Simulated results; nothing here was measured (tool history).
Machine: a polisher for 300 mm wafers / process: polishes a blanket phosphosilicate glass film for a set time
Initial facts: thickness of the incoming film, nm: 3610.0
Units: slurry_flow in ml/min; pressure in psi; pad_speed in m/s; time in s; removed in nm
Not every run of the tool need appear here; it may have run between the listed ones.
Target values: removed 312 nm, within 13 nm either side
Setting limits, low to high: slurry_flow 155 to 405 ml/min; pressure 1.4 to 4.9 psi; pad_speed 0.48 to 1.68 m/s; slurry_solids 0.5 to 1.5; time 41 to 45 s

Run 1, day 0: slurry_flow 260 ml/min, pressure 3.1 psi, pad_speed 1.08 m/s, slurry_solids 1, time 45 s. Result: removed 448.78 nm.
Run 2, day 0.283: slurry_flow 210 ml/min, pressure 3.1 psi, pad_speed 1.08 m/s, slurry_solids 1, time 45 s. Result: removed 441.96 nm.
Run 3, day 0.429: slurry_flow 210 ml/min, pressure 3.7 psi, pad_speed 1.08 m/s, slurry_solids 1, time 45 s. Result: removed 525.51 nm.
Run 4, day 0.596: slurry_flow 210 ml/min, pressure 3.7 psi, pad_speed 0.86 m/s, slurry_solids 1, time 45 s. Result: removed 437.66 nm.
Run 5, day 0.838: slurry_flow 210 ml/min, pressure 3.5 psi, pad_speed 0.86 m/s, slurry_solids 1, time 45 s. Result: removed 419.97 nm.
Run 6, day 1.021: slurry_flow 210 ml/min, pressure 3.3 psi, pad_speed 0.86 m/s, slurry_solids 1, time 45 s. Result: removed 385.12 nm.
Run 7, day 1.154: slurry_flow 210 ml/min, pressure 3.2 psi, pad_speed 0.86 m/s, slurry_solids 1, time 45 s. Result: removed 379.96 nm.
Run 8, day 1.504: slurry_flow 210 ml/min, pressure 3.1 psi, pad_speed 0.86 m/s, slurry_solids 1, time 45 s. Result: removed 363.48 nm.
Run 9, day 1.729: slurry_flow 210 ml/min, pressure 3 psi, pad_speed 0.86 m/s, slurry_solids 1, time 45 s. Result: removed 366.52 nm.
Run 10, day 1.825: slurry_flow 210 ml/min, pressure 2.9 psi, pad_speed 0.86 m/s, slurry_solids 1, time 45 s. Result: removed 353.58 nm.
Run 11, day 2.179: slurry_flow 210 ml/min, pressure 2.9 psi, pad_speed 0.86 m/s, slurry_solids 1, time 45 s. Result: removed 345.27 nm.
Run 12, day 2.429: slurry_flow 210 ml/min, pressure 2.8 psi, pad_speed 0.86 m/s, slurry_solids 1, time 45 s. Result: removed 329.46 nm.

Next run, 5 choices. One meets every target within its allowed miss, the rest don't. Which?
Run A, day 2.679: slurry_flow 230 ml/min, pressure 2.7 psi, pad_speed 0.66 m/s, slurry_solids 1.15, time 44 s. Result: removed ?.
Run B, day 2.679: slurry_flow 200 ml/min, pressure 2.6 psi, pad_speed 0.9 m/s, slurry_solids 0.95, time 41 s. Result: removed ?.
Run C, day 2.679: slurry_flow 195 ml/min, pressure 2.6 psi, pad_speed 0.84 m/s, slurry_solids 1.1, time 41 s. Result: removed ?.
Run D, day 2.679: slurry_flow 215 ml/min, pressure 2.5 psi, pad_speed 0.86 m/s, slurry_solids 1.05, time 42 s. Result: removed ?.
Run E, day 2.679: slurry_flow 190 ml/min, pressure 2.9 psi, pad_speed 0.74 m/s, slurry_solids 1.1, time 44 s. Result: removed ?.

move  removed
   A   275.29
   B   280.08
   C    289.4
   D   285.11
   E   311.28
A: pushes the last run's worst result past its target
B: pushes the last run's worst result past its target
C: pushes the last run's worst result past its target
D: pushes the last run's worst result past its target
E: in spec on every target
E meets every target.

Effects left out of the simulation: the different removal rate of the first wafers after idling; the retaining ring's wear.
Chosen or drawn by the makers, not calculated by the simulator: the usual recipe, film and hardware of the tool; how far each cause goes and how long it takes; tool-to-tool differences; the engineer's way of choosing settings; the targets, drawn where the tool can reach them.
